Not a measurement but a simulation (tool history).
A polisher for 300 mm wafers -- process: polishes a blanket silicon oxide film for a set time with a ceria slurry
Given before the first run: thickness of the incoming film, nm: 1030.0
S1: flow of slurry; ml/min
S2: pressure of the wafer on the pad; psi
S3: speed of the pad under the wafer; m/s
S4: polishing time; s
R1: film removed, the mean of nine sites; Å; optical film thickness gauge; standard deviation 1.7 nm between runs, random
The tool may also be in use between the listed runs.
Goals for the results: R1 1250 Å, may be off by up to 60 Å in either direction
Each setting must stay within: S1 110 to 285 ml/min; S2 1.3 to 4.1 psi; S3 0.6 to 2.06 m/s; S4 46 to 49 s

Run 1, hour 0: S1 180 ml/min, S2 2.7 psi, S3 1.32 m/s, S4 46 s. Result: R1 2033.2 Å.
Run 2, hour 8.8: S1 180 ml/min, S2 2.7 psi, S3 1.54 m/s, S4 46 s. Result: R1 2317.7 Å.
Run 3, hour 17.2: S1 220 ml/min, S2 2.7 psi, S3 1.54 m/s, S4 46 s. Result: R1 2403.8 Å.
Run 4, hour 21.1: S1 220 ml/min, S2 2.7 psi, S3 1.28 m/s, S4 46 s. Result: R1 2009.6 Å.
Run 5, hour 29.2: S1 220 ml/min, S2 3.2 psi, S3 1.28 m/s, S4 46 s. Result: R1 2390.1 Å.
Run 6, hour 34.7: S1 220 ml/min, S2 2.7 psi, S3 1.26 m/s, S4 46 s. Result: R1 1963.9 Å.
Run 7, hour 37.6: S1 220 ml/min, S2 2.4 psi, S3 1.24 m/s, S4 46 s. Result: R1 1722.8 Å.
Run 8, hour 44.5: S1 220 ml/min, S2 2.2 psi, S3 1.22 m/s, S4 46 s. Result: R1 1614.9 Å.
Run 9, hour 51.9: S1 220 ml/min, S2 2 psi, S3 1.2 m/s, S4 46 s. Result: R1 1422.6 Å.
Run 10, hour 55.5: S1 220 ml/min, S2 1.9 psi, S3 1.2 m/s, S4 46 s. Result: R1 1314.6 Å.

Pick the move, out of 4, that brings all results within their allowed miss; only one does.
Run A, hour 59.1: S1 170 ml/min, S2 1.7 psi, S3 1.34 m/s, S4 49 s. Result: R1 ?.
Run B, hour 59.1: S1 235 ml/min, S2 1.4 psi, S3 1.36 m/s, S4 46 s. Result: R1 ?.
Run C, hour 59.1: S1 205 ml/min, S2 2 psi, S3 1.14 m/s, S4 49 s. Result: R1 ?.
Run D, hour 59.1: S1 220 ml/min, S2 1.9 psi, S3 1.04 m/s, S4 49 s. Result: R1 ?.

move      R1
   A  1394.6
   B  1157.6
   C  1434.2
   D  1261.7
A: the biggest miss grows against the last run
B: takes the biggest miss from the last run beyond its target
C: the biggest miss grows against the last run
D: every result within its allowed miss
The right move is D.
